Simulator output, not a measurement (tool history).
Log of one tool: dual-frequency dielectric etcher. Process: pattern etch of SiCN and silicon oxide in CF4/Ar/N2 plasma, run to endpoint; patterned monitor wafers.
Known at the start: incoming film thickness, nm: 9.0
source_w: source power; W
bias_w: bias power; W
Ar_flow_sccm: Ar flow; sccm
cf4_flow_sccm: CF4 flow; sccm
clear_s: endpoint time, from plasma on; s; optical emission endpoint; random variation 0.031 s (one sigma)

run 1 hour=0 | source_w=420 bias_w=94 Ar_flow_sccm=113 cf4_flow_sccm=74 | clear_s=10.745
run 2 hour=4.1 | source_w=420 bias_w=94 Ar_flow_sccm=131 cf4_flow_sccm=74 | clear_s=11.006
run 3 hour=11.5 | source_w=420 bias_w=94 Ar_flow_sccm=131 cf4_flow_sccm=68 | clear_s=11.031
run 4 hour=18.7 | source_w=420 bias_w=81 Ar_flow_sccm=131 cf4_flow_sccm=68 | clear_s=11.693
-- hour=27.6 wet clean of the chamber
run 5 hour=27.6 | source_w=440 bias_w=82 Ar_flow_sccm=131 cf4_flow_sccm=68 | clear_s=10.774
run 6 hour=31.4 | source_w=440 bias_w=97 Ar_flow_sccm=131 cf4_flow_sccm=68 | clear_s=10.139

The next listed run, before its measurement:
run 7 hour=33.8 | source_w=450 bias_w=97 Ar_flow_sccm=131 cf4_flow_sccm=68 | clear_s=?

{"run 7": {"clear_s": 9.9567}}

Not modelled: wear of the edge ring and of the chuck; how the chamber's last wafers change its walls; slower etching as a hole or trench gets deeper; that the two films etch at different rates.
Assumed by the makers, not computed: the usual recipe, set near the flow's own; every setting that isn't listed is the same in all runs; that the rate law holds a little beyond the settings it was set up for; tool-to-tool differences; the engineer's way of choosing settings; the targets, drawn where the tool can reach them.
